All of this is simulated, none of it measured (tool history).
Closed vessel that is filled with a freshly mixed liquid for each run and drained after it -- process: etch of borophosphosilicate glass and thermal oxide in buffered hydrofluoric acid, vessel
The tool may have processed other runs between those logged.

run  hour  temperature setpoint of the liquid (°C)  parts of 40 % ammonium fluoride to one part of 49 % hydrofluoric acid (parts by volume)  time in the liquid (s)  thickness taken off the borophosphosilicate glass on a monitor wafer (Å)  thickness taken off the thermal oxide on a monitor wafer (Å)
  1   0.0                                     21.0                                                                                      9.0                      60                                                                    1084.0                                                        535.97
  2   5.0                                     21.0                                                                                      9.0                      70                                                                    1245.7                                                        636.95
  3   6.6                                     19.5                                                                                      9.0                      70                                                                    1143.0                                                        588.73
  4  10.3                                     21.0                                                                                      8.5                      70                                                                    1344.6                                                        667.65
  5  19.1                                     24.0                                                                                      8.5                      70                                                                    1567.5                                                        793.08
  6  21.0                                     26.0                                                                                      8.5                      70                                                                    1748.5                                                        872.15

Run 7 has not been measured yet. What should we expect?
  7  25.9                                     26.5                                                                                      8.5                      70                                                                         ?                                                             ?

{"run 7": {"thickness taken off the borophosphosilicate glass on a monitor wafer (Å)": 1802.7, "thickness taken off the thermal oxide on a monitor wafer (Å)": 900.13}}
